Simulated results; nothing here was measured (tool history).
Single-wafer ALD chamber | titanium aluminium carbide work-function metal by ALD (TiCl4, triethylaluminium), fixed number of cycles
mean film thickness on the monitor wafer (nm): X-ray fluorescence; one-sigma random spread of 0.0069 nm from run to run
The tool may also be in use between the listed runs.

run,hour,heater temperature setpoint (°C),triethylaluminium pulse time (s),mean film thickness on the monitor wafer (nm)
1,0.0,290,8.73,1.7461
2,8.3,293,8.85,1.7895
3,10.8,301,8.85,1.8557
4,16.8,302,8.89,1.8785
5,25.3,302,7.72,1.8311
6,26.7,302,9.36,1.8794
7,28.2,303,9.39,1.8873

Forecast run 8:
8,31.0,304,9.42,?

Run 8 gave mean film thickness on the monitor wafer (nm) 1.8904.

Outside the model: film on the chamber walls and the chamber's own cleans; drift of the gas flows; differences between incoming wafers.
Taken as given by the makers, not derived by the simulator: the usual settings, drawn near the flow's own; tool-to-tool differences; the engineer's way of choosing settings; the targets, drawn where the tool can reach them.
